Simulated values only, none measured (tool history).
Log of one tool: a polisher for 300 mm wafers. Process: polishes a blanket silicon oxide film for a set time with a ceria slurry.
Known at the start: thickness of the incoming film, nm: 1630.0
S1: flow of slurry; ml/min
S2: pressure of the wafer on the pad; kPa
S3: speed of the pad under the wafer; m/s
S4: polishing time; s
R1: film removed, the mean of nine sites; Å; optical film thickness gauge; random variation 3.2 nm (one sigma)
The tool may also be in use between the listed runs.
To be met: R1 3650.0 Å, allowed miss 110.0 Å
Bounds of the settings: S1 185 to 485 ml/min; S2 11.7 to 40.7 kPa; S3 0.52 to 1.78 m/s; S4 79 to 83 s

| run | day | S1 | S2 | S3 | S4 | R1 |
|---|---|---|---|---|---|---|
| 1 | 0.000 | 310 | 26.2 | 1.14 | 79 | 5197.6 |
| 2 | 0.233 | 310 | 26.2 | 1.14 | 79 | 5284.0 |
| 3 | 0.592 | 310 | 24.8 | 1.14 | 79 | 5067.5 |
| 4 | 0.829 | 310 | 23.4 | 1.14 | 79 | 4885.8 |
| 5 | 0.946 | 310 | 22.1 | 1.14 | 79 | 4570.0 |
| 6 | 1.238 | 310 | 22.1 | 1.14 | 79 | 4559.2 |
| 7 | 1.304 | 310 | 21.4 | 1.14 | 79 | 4530.4 |
| 8 | 1.596 | 310 | 20.7 | 1.14 | 79 | 4381.4 |
| 9 | 1.800 | 305 | 15.2 | 1.14 | 79 | 3477.5 |

5 next moves are on the table. One of them brings every result within its allowed miss. Which?
| A | 2.004 | 295 | 13.8 | 1.14 | 79 | ? |
| B | 2.004 | 410 | 13.1 | 1.20 | 79 | ? |
| C | 2.004 | 335 | 18.6 | 1.04 | 81 | ? |
| D | 2.004 | 300 | 13.1 | 1.26 | 83 | ? |
| E | 2.004 | 250 | 13.1 | 1.30 | 79 | ? |

| move | R1 |
|---|---|
| A | 3298.5 |
| B | 3423.0 |
| C | 3904.0 |
| D | 3651.7 |
| E | 3498.3 |
A: further off than the last run
B: further off than the last run
C: takes the result that was furthest off past its target
D: meets every target
E: nearer than the last run, and not there yet
Answer: D
